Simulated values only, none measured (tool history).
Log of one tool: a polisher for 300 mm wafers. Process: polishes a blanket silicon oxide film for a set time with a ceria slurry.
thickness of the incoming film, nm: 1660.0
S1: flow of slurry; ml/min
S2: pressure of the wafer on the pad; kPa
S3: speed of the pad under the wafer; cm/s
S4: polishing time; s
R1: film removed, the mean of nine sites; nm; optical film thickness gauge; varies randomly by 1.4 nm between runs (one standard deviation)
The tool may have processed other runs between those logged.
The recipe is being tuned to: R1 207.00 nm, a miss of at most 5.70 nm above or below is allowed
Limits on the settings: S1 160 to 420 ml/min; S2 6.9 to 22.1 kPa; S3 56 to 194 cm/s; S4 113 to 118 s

run	day	S1	S2	S3	S4	R1
1	0.000	270	14.5	124	113	372.65
2	0.042	270	14.5	124	118	386.44
3	0.329	270	11.7	124	118	328.99
4	0.625	270	11.0	122	118	311.51
5	0.733	270	10.3	120	118	291.36
6	0.892	270	10.3	120	113	274.50
7	1.075	260	6.9	114	113	197.08
8	1.188	265	6.9	114	113	196.64

Pick the move, out of 4, that brings all results within their allowed miss; only one does.
A	1.300	220	6.9	116	115	?
B	1.300	255	6.9	112	114	?
C	1.300	265	8.3	94	118	?
D	1.300	235	6.9	102	118	?

move	R1
A	198.10
B	195.43
C	207.15
D	188.19
A: better than the last run, though not everything is in spec
B: misses by more than the last run did
C: every result lands within tolerance
D: misses by more than the last run did
The move that meets every target is C.

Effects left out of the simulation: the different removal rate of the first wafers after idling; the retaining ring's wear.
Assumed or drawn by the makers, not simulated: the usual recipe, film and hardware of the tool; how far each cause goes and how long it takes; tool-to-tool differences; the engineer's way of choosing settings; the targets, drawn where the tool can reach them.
